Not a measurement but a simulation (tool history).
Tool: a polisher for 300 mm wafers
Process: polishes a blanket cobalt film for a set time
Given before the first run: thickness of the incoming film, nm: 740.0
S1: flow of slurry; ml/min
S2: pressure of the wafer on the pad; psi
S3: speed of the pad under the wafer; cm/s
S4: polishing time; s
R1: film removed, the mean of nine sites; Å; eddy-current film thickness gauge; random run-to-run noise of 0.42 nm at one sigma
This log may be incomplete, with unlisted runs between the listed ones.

| run | hour | S1 | S2 | S3 | S4 | R1 |
|---|---|---|---|---|---|---|
| 1 | 0.0 | 300 | 1.7 | 124 | 26 | 1196.90 |
| 2 | 8.7 | 300 | 1.7 | 124 | 23 | 1069.90 |
| 3 | 13.7 | 325 | 1.7 | 124 | 23 | 1067.60 |
| 4 | 16.7 | 325 | 1.4 | 124 | 23 | 908.65 |
| 5 | 17.5 | 325 | 1.4 | 140 | 23 | 967.88 |
| 6 | 21.7 | 325 | 1.4 | 140 | 23 | 977.47 |
| 7 | 24.2 | 325 | 1.2 | 126 | 23 | 779.69 |
| 8 | 30.1 | 325 | 1.2 | 126 | 23 | 780.27 |
| 9 | 36.0 | 325 | 1.1 | 122 | 23 | 700.11 |
| 10 | 43.3 | 325 | 1.0 | 120 | 23 | 623.04 |
| 11 | 47.1 | 320 | 0.8 | 120 | 23 | 508.16 |
| 12 | 48.7 | 335 | 0.8 | 120 | 23 | 513.30 |
| 13 | 53.8 | 360 | 0.9 | 120 | 23 | 578.95 |
| 14 | 62.7 | 350 | 0.9 | 120 | 23 | 578.21 |
| 15 | 68.6 | 335 | 0.9 | 120 | 23 | 580.11 |
| 16 | 73.8 | 320 | 0.9 | 120 | 23 | 574.49 |
| 17 | 81.6 | 320 | 0.9 | 120 | 23 | 581.55 |
| 18 | 90.6 | 320 | 0.8 | 120 | 23 | 519.20 |

Run 19 comes next. What will it give?
| 19 | 94.9 | 330 | 0.8 | 120 | 23 | ? |

Run 19 measured R1 515.47 Å.
